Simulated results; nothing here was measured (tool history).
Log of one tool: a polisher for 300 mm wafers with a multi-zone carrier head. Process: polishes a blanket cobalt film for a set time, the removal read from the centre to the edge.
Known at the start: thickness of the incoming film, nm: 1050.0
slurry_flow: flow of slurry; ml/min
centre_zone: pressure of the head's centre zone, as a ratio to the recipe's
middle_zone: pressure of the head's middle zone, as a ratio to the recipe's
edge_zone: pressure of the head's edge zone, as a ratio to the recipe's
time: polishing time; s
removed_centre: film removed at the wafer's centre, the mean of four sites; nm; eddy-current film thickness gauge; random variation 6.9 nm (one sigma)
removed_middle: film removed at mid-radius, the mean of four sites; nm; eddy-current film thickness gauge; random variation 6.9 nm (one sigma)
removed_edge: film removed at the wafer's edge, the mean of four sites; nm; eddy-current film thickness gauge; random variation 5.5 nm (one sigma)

{"run": 1, "hour": 0.0, "slurry_flow": 155, "centre_zone": 1, "middle_zone": 1, "edge_zone": 1, "time": 76, "removed_centre": 316.11, "removed_middle": 315.8, "removed_edge": 333.67}
{"run": 2, "hour": 5.6, "slurry_flow": 165, "centre_zone": 1.02, "middle_zone": 1.03, "edge_zone": 1.01, "time": 80, "removed_centre": 350.04, "removed_middle": 359.23, "removed_edge": 357.91}
{"run": 3, "hour": 6.6, "slurry_flow": 165, "centre_zone": 1.02, "middle_zone": 1.03, "edge_zone": 1.01, "time": 68, "removed_centre": 300.96, "removed_middle": 309.52, "removed_edge": 295.55}
{"run": 4, "hour": 10.4, "slurry_flow": 165, "centre_zone": 1.02, "middle_zone": 1, "edge_zone": 1.01, "time": 68, "removed_centre": 292.75, "removed_middle": 291.71, "removed_edge": 297.81}
{"run": 5, "hour": 13.0, "slurry_flow": 130, "centre_zone": 1.02, "middle_zone": 1, "edge_zone": 1.01, "time": 68, "removed_centre": 273.5, "removed_middle": 268.77, "removed_edge": 286.46}
{"run": 6, "hour": 18.7, "slurry_flow": 130, "centre_zone": 1.02, "middle_zone": 1.06, "edge_zone": 1.01, "time": 68, "removed_centre": 277.56, "removed_middle": 292.78, "removed_edge": 288.88}

Run 7 comes next. What will it give?
{"run": 7, "hour": 24.6, "slurry_flow": 140, "centre_zone": 1.04, "middle_zone": 1.06, "edge_zone": 1.02, "time": 74, "removed_centre": "?", "removed_middle": "?", "removed_edge": "?"}

Run 7 gave removed_centre 328.62 nm, removed_middle 323.12 nm, removed_edge 316.43 nm.

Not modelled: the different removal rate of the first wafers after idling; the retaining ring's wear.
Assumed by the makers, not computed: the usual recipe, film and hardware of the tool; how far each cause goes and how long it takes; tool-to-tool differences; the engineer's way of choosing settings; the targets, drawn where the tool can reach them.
